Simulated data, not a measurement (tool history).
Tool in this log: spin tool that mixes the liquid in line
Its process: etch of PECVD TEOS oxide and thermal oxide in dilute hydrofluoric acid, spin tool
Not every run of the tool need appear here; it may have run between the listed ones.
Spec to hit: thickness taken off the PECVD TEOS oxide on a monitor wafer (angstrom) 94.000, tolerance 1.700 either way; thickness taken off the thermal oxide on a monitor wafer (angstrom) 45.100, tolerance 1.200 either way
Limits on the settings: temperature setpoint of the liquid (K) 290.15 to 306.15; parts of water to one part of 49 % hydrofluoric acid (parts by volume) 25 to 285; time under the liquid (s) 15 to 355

run    day  temperature setpoint of the liquid (K)  parts of water to one part of 49 % hydrofluoric acid (parts by volume)  time under the liquid (s)  thickness taken off the PECVD TEOS oxide on a monitor wafer (angstrom)  thickness taken off the thermal oxide on a monitor wafer (angstrom)
  1  0.000                                  298.15                                                                     155                        180                                                                 108.480                                                               52.508
  2  0.229                                  296.65                                                                     155                        180                                                                 102.680                                                               50.012
  3  0.283                                  296.65                                                                     100                        180                                                                 169.380                                                               80.186
  4  0.662                                  296.65                                                                     100                        110                                                                 103.540                                                               49.974
  5  0.917                                  296.15                                                                     100                        110                                                                 101.080                                                               48.616
  6  0.962                                  298.15                                                                     100                        110                                                                 110.000                                                               52.610
  7  1.333                                  297.15                                                                     100                        110                                                                 105.740                                                               50.674
  8  1.667                                  296.65                                                                     100                        110                                                                 103.560                                                               49.614
  9  1.946                                  296.15                                                                     100                        110                                                                 101.060                                                               48.823
 10  2.046                                  295.65                                                                     100                        110                                                                  99.741                                                               47.346
 11  2.262                                  295.15                                                                     100                        110                                                                  96.988                                                               46.594

4 candidate next runs follow, results not yet known. Just one meets every target within its allowed miss. Identify it.
  A  2.479                                  292.65                                                                      90                        105                                                                       ?                                                                    ?
  B  2.479                                  291.15                                                                      70                         90                                                                       ?                                                                    ?
  C  2.479                                  295.15                                                                     270                        355                                                                       ?                                                                    ?
  D  2.479                                  295.15                                                                     120                        135                                                                       ?                                                                    ?

move  thickness taken off the PECVD TEOS oxide on a monitor wafer (angstrom)  thickness taken off the thermal oxide on a monitor wafer (angstrom)
   A                                                                  94.757                                                               45.791
   B                                                                 100.260                                                               48.449
   C                                                                  97.803                                                               47.263
   D                                                                  97.783                                                               47.254
A: all results land within tolerance of their targets
B: further off than the last run
C: further off than the last run
D: further off than the last run
A meets every target.
